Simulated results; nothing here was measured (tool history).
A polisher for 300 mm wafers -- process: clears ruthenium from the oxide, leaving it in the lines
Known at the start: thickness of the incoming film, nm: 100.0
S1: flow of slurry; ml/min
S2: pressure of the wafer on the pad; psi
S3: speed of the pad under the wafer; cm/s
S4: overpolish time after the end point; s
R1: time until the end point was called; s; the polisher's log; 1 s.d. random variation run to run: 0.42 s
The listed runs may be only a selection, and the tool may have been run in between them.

run	hour	S1	S2	S3	S4	R1
1	0	245	2.4	128	20	66.174
2	0.8	245	2.5	128	20	64.311
3	3	245	2.5	140	20	58.484
4	11	245	3.1	140	20	49.622
5	13.5	245	3.1	126	20	55.381
6	18.3	225	3.1	126	20	55.409

Run 7 comes next. What will it give?
7	20.4	225	3.2	126	20	?

{"run 7": {"R1": 54.371}}

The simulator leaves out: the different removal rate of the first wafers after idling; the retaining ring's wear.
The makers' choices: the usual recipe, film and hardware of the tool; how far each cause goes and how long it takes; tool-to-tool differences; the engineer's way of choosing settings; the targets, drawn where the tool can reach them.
